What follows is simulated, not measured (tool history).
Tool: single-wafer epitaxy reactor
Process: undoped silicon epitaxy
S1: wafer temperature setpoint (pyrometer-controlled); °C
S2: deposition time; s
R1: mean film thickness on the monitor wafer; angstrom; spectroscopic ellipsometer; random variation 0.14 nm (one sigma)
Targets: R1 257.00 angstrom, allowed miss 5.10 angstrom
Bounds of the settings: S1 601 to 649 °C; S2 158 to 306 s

run,hour,S1,S2,R1
1,0.0,625,232,217.53
2,7.8,627,232,227.56
3,11.4,628,232,235.09
4,16.1,618,232,182.91
5,23.9,622,232,202.89
6,26.0,622,252,220.43
7,34.1,624,252,231.01
8,41.1,625,252,236.64
9,44.0,626,252,246.06
10,46.6,627,252,251.69

5 next moves are on the table. One of them brings every result within its allowed miss. Which?
A,49.2,628,241,?
B,49.2,627,249,?
C,49.2,624,262,?
D,49.2,628,255,?
E,49.2,622,284,?

move,R1
A,243.68
B,245.41
C,239.05
D,257.84
E,246.05
A: further off than the last run
B: further off than the last run
C: further off than the last run
D: meets every target
E: further off than the last run
The right move is D.
